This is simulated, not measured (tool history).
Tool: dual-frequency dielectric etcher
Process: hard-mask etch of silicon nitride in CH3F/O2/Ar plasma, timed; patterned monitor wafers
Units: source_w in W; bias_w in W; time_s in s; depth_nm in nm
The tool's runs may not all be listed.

run	day	source_w	bias_w	time_s	depth_nm
1	0	290	100	208	133.01
2	0.262	270	96	208	125.25
3	0.308	270	96	208	126.63
4	0.596	260	94	208	123.03
5	0.858	260	94	208	121.96
6	1.121	250	93	208	119.73
7	1.229	240	93	208	117.26

Forecast run 8:
8	1.458	230	93	208	?

Run 8 gave depth_nm 115.7 nm.
